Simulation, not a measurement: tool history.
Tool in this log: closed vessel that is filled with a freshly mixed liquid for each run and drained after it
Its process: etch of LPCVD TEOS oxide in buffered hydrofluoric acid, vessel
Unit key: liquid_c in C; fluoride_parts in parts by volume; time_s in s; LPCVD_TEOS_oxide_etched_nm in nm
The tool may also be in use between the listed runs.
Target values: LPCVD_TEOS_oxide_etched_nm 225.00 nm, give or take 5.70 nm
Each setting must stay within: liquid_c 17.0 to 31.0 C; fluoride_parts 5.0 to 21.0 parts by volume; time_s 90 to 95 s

run,hour,liquid_c,fluoride_parts,time_s,LPCVD_TEOS_oxide_etched_nm
1,0.0,23.0,13.0,90,200.43
2,1.8,23.5,13.0,90,205.60
3,8.8,24.0,13.0,90,210.71
4,17.6,24.5,13.0,90,214.10
5,24.1,21.0,13.0,90,176.74
6,31.0,21.0,11.5,90,199.53
# hour 38.2: hydrofluoric acid flow meter replaced
7,38.2,21.5,11.5,90,194.18
8,46.2,22.5,11.5,90,204.87
9,51.8,23.0,11.5,90,211.91

Exercise: of the 4 proposed moves below, exactly one satisfies all targets within the stated allowed misses. Which move is it?
A,57.4,22.0,11.5,95,?
B,57.4,23.5,12.5,95,?
C,57.4,22.0,11.0,90,?
D,57.4,25.0,12.0,90,?

move,LPCVD_TEOS_oxide_etched_nm
A,211.54
B,211.75
C,209.30
D,226.56
A: roughly where the last run was
B: roughly where the last run was
C: its largest miss is bigger than the last run's
D: hits every target within its allowed miss
So the answer is move D, the one that meets all the targets.

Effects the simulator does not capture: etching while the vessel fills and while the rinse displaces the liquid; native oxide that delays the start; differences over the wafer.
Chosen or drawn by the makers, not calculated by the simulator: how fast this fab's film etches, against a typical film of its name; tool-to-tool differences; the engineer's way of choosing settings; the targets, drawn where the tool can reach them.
